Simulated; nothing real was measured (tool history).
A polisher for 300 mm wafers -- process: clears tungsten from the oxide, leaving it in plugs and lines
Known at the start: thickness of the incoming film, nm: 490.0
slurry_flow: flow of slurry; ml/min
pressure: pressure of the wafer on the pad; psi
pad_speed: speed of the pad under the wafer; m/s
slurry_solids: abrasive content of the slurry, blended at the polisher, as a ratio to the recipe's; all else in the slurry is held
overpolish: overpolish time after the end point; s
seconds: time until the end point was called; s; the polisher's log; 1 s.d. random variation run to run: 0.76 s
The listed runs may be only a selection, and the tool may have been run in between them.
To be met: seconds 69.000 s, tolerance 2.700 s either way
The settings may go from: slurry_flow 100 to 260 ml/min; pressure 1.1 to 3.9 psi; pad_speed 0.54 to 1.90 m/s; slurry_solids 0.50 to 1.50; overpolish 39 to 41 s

run,day,slurry_flow,pressure,pad_speed,slurry_solids,overpolish,seconds
1,0.000,165,2.5,1.22,1.00,39,143.700
2,0.342,165,2.5,1.48,1.00,39,117.940
3,0.629,170,2.9,1.50,1.00,39,99.909
4,0.879,175,3.2,1.50,1.00,39,91.295
5,1.171,175,3.2,1.50,1.20,39,87.412
6,1.496,175,3.2,1.50,1.05,39,90.752
7,1.708,175,3.4,1.52,1.05,39,83.696
# day 1.792: head pressure recalibrated
8,1.792,175,3.6,1.54,1.05,39,74.671

Exactly one of the 5 candidate moves below puts every result within its allowed miss. Which one?
A,1.875,220,3.2,1.56,1.10,39,?
B,1.875,180,3.5,1.36,1.15,40,?
C,1.875,165,3.4,1.40,1.20,41,?
D,1.875,155,3.7,1.38,0.80,39,?
E,1.875,145,3.9,1.56,1.10,41,?

move,seconds
A,76.840
B,81.679
C,81.826
D,87.462
E,67.677
A: the biggest miss grows against the last run
B: the biggest miss grows against the last run
C: the biggest miss grows against the last run
D: the biggest miss grows against the last run
E: all results land within tolerance of their targets
The right move is E.

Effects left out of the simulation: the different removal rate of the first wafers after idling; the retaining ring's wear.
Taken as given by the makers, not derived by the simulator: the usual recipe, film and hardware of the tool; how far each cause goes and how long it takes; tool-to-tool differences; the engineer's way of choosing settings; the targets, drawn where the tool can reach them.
